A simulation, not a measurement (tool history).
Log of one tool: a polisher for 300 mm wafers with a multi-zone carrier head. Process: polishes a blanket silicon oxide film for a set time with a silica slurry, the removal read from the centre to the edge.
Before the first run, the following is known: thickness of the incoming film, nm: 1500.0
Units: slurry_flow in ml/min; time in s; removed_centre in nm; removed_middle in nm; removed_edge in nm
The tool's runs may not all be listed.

| run | hour | slurry_flow | centre_zone | middle_zone | edge_zone | slurry_solids | time | removed_centre | removed_middle | removed_edge |
|---|---|---|---|---|---|---|---|---|---|---|
| 1 | 0.0 | 270 | 1.00 | 1.00 | 1.00 | 1.00 | 63 | 269.62 | 273.18 | 268.24 |
| 2 | 7.6 | 270 | 1.00 | 1.04 | 1.00 | 1.00 | 63 | 270.37 | 288.34 | 274.92 |
| 3 | 15.3 | 270 | 1.01 | 1.04 | 1.02 | 1.05 | 64 | 280.58 | 293.18 | 284.81 |
| 4 | 22.5 | 270 | 1.03 | 1.05 | 1.04 | 1.10 | 66 | 304.45 | 314.17 | 308.22 |
| 5 | 24.5 | 275 | 1.05 | 1.06 | 1.06 | 1.15 | 67 | 326.45 | 332.86 | 323.72 |
| 6 | 26.3 | 275 | 1.06 | 1.06 | 1.07 | 1.20 | 68 | 337.48 | 341.41 | 337.27 |
| 7 | 28.0 | 275 | 1.06 | 1.06 | 1.07 | 1.20 | 68 | 341.12 | 344.17 | 335.55 |
| 8 | 28.7 | 275 | 1.06 | 1.06 | 1.08 | 1.25 | 69 | 350.17 | 358.03 | 347.59 |
| 9 | 35.1 | 270 | 1.07 | 1.05 | 1.10 | 1.30 | 70 | 367.56 | 352.47 | 364.75 |

The next listed run, before its measurement:
| 10 | 42.8 | 310 | 1.10 | 1.14 | 1.18 | 1.50 | 74 | ? | ? | ? |

{"run 10": {"removed_centre": 427.83, "removed_middle": 431.27, "removed_edge": 428.52}}

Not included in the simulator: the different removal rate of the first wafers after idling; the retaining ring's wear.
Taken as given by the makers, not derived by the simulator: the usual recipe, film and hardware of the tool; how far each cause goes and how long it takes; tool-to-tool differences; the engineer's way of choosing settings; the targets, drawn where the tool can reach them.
